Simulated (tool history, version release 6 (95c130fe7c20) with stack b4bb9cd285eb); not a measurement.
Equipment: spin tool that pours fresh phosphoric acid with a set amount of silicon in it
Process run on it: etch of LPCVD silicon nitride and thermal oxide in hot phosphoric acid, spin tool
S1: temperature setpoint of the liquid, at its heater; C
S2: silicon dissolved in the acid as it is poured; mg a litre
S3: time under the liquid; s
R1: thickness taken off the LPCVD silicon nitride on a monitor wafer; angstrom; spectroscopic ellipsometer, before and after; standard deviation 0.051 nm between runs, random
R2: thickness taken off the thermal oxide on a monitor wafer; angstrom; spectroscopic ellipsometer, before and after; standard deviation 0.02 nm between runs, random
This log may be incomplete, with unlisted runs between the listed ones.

run  hour     S1    S2   S3      R1      R2
  1     0    163    22  180  172.76  3.8454
  2   5.6  161.5    22  180  163.75  3.6918
  3   6.3    161    21  165  148.48   2.912
  4   8.1    161    21  200  178.27  3.2801
  5  12.2  160.5  18.5  180   160.1   3.718
  6  14.3    160    18  160  138.24  3.0479
  7  19.2  159.5    17  150  128.08  2.7394
  8  23.7  159.5  15.5  140  118.76   2.556
  9  28.5    158     4   95  77.514  2.1045
 10  32.9  158.5   5.5   95   77.93  1.9635
 11  33.7  159.5   6.5   95  81.349  2.2075
 12    39    160     8   95  82.372  2.4611
 13  43.7    160     8   95  82.315  2.0919
 14  50.8  160.5   8.5   95  83.571  1.9267
 15  56.8  162.5   1.5  100  93.955  3.1381
 16  59.9  162.5     3  100  94.608  2.7329
 17  64.7  162.5   3.5  100  95.169  2.9587
 18    70  162.5   3.5  100  94.514  3.1906

Forecast run 19:
 19  72.3  162.5  4.5  100   ?   ?

R1: 94.86 angstrom
R2: 2.7994 angstrom

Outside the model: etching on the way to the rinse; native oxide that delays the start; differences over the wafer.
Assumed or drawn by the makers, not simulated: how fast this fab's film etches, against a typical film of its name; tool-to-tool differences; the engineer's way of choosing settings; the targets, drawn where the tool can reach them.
